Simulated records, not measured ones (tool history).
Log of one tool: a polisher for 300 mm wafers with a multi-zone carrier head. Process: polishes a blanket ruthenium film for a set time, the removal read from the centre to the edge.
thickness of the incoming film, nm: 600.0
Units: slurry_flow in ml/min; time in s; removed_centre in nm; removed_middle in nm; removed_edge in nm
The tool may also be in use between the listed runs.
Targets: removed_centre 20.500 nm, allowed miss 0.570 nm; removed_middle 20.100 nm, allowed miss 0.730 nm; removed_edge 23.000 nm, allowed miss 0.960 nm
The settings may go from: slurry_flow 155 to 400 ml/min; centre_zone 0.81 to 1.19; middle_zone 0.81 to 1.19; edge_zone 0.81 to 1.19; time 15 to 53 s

run  hour  slurry_flow  centre_zone  middle_zone  edge_zone  time  removed_centre  removed_middle  removed_edge
  1   0.0          255         1.00         1.00       1.00    34          40.716          39.367        39.447
  2   1.8          255         1.00         1.05       1.00    34          40.772          40.732        41.040
  3   2.9          235         0.96         0.98       1.05    29          32.862          33.115        35.090
  4   9.9          235         0.96         0.98       1.05    36          40.461          40.274        43.902
  5  16.8          295         0.96         0.98       1.05    36          41.457          41.675        44.103
  6  18.5          270         0.94         0.93       1.05    30          33.480          33.086        35.678
  7  25.9          250         0.92         0.89       1.05    26          28.495          27.521        31.527
  8  29.0          250         0.89         0.87       1.00    24          25.085          24.756        28.887
  9  34.3          235         0.89         0.85       0.90    19          19.944          19.344        21.439
 10  40.6          245         0.89         0.85       0.92    19          20.024          18.942        21.498
 11  43.7          245         0.89         0.86       0.94    19          19.870          19.520        22.133
 12  49.6          245         0.89         0.86       0.95    19          20.094          19.130        22.079
 13  50.9          245         0.89         0.87       0.96    19          20.057          19.550        22.103

5 next moves are on the table. One of them brings every result within its allowed miss. Which?
  A  52.2          255         0.91         0.91       0.92    18               ?               ?             ?
  B  52.2          255         0.85         0.87       0.96    19               ?               ?             ?
  C  52.2          245         0.91         0.91       1.06    19               ?               ?             ?
  D  52.2          250         0.87         0.81       1.06    19               ?               ?             ?
  E  52.2          305         0.99         1.02       0.94    18               ?               ?             ?

move  removed_centre  removed_middle  removed_edge
   A          19.421          19.213        20.558
   B          19.131          19.544        22.149
   C          20.430          20.213        23.173
   D          19.544          18.400        23.232
   E          21.473          21.419        20.947
A: further off than the last run
B: brings the result that was furthest off to its target, and leaves another outside
C: meets every target
D: brings the result that was furthest off to its target, and leaves another outside
E: further off than the last run
Answer: C

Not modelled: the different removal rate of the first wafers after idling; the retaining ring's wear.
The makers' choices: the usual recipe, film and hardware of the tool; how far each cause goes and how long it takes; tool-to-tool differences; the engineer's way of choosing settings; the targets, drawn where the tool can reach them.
